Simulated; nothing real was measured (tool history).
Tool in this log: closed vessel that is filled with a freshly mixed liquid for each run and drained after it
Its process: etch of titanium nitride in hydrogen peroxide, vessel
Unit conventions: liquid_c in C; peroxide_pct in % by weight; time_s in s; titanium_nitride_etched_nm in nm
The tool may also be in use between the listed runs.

run 1 hour=0.0 | liquid_c=51.0 peroxide_pct=25.5 time_s=450 | titanium_nitride_etched_nm=28.487
run 2 hour=5.7 | liquid_c=55.0 peroxide_pct=25.5 time_s=450 | titanium_nitride_etched_nm=37.475
run 3 hour=9.4 | liquid_c=58.0 peroxide_pct=25.5 time_s=450 | titanium_nitride_etched_nm=46.831
run 4 hour=12.2 | liquid_c=58.0 peroxide_pct=27.5 time_s=450 | titanium_nitride_etched_nm=47.561
run 5 hour=18.4 | liquid_c=65.0 peroxide_pct=27.5 time_s=450 | titanium_nitride_etched_nm=76.939
run 6 hour=27.5 | liquid_c=65.0 peroxide_pct=25.0 time_s=450 | titanium_nitride_etched_nm=73.566

Run 7 is up next; what results do you expect?
run 7 hour=32.5 | liquid_c=64.5 peroxide_pct=25.0 time_s=450 | titanium_nitride_etched_nm=?

{"run 7": {"titanium_nitride_etched_nm": 70.644}}

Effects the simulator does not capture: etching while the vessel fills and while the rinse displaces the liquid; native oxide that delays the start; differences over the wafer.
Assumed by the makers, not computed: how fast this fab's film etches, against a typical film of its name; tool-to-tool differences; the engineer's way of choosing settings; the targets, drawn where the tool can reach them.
